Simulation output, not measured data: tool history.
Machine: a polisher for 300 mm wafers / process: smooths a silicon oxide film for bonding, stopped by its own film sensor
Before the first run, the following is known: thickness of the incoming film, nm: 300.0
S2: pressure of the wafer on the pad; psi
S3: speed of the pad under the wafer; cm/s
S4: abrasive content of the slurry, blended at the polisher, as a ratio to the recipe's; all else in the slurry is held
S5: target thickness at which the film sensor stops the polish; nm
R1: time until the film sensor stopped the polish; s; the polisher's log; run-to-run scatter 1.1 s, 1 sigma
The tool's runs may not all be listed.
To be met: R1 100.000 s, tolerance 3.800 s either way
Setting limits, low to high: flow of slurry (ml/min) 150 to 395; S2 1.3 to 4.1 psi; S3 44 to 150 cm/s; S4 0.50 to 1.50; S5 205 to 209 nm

run 1 hour=0.0 | flow_of_slurry_(ml/min)=250 S2=2.7 S3=96 S4=1.00 S5=209 | R1=124.580
run 2 hour=1.0 | flow_of_slurry_(ml/min)=250 S2=2.7 S3=96 S4=1.00 S5=205 | R1=131.990
run 3 hour=9.7 | flow_of_slurry_(ml/min)=250 S2=2.7 S3=96 S4=0.80 S5=205 | R1=156.050
run 4 hour=11.2 | flow_of_slurry_(ml/min)=250 S2=2.9 S3=96 S4=0.80 S5=205 | R1=145.420
run 5 hour=13.3 | flow_of_slurry_(ml/min)=250 S2=2.9 S3=96 S4=0.80 S5=205 | R1=144.950
run 6 hour=16.1 | flow_of_slurry_(ml/min)=250 S2=3.1 S3=96 S4=0.80 S5=205 | R1=136.350
run 7 hour=21.6 | flow_of_slurry_(ml/min)=250 S2=3.3 S3=96 S4=0.80 S5=205 | R1=129.180
run 8 hour=24.9 | flow_of_slurry_(ml/min)=250 S2=3.5 S3=96 S4=0.80 S5=205 | R1=120.910
run 9 hour=25.7 | flow_of_slurry_(ml/min)=250 S2=3.6 S3=96 S4=0.80 S5=205 | R1=117.910
run 10 hour=26.9 | flow_of_slurry_(ml/min)=250 S2=3.7 S3=96 S4=0.80 S5=205 | R1=116.950
run 11 hour=35.3 | flow_of_slurry_(ml/min)=250 S2=3.8 S3=98 S4=0.80 S5=205 | R1=109.580
run 12 hour=36.8 | flow_of_slurry_(ml/min)=250 S2=3.9 S3=98 S4=0.80 S5=205 | R1=108.750
run 13 hour=41.8 | flow_of_slurry_(ml/min)=250 S2=4.0 S3=100 S4=0.80 S5=205 | R1=103.030

Below are 4 possible settings for the next run. Only one of them brings all results inside the allowed miss of their targets. Which is it?
run A hour=46.8 | flow_of_slurry_(ml/min)=215 S2=4.1 S3=82 S4=0.85 S5=209 | R1=?
run B hour=46.8 | flow_of_slurry_(ml/min)=230 S2=3.9 S3=120 S4=0.70 S5=209 | R1=?
run C hour=46.8 | flow_of_slurry_(ml/min)=210 S2=3.8 S3=92 S4=0.90 S5=207 | R1=?
run D hour=46.8 | flow_of_slurry_(ml/min)=260 S2=3.7 S3=90 S4=0.85 S5=209 | R1=?

move=A R1=109.990
move=B R1=99.949
move=C R1=105.980
move=D R1=109.960
A: further off than the last run
B: all results in spec
C: further off than the last run
D: further off than the last run
So the answer is move B, the one that meets all the targets.
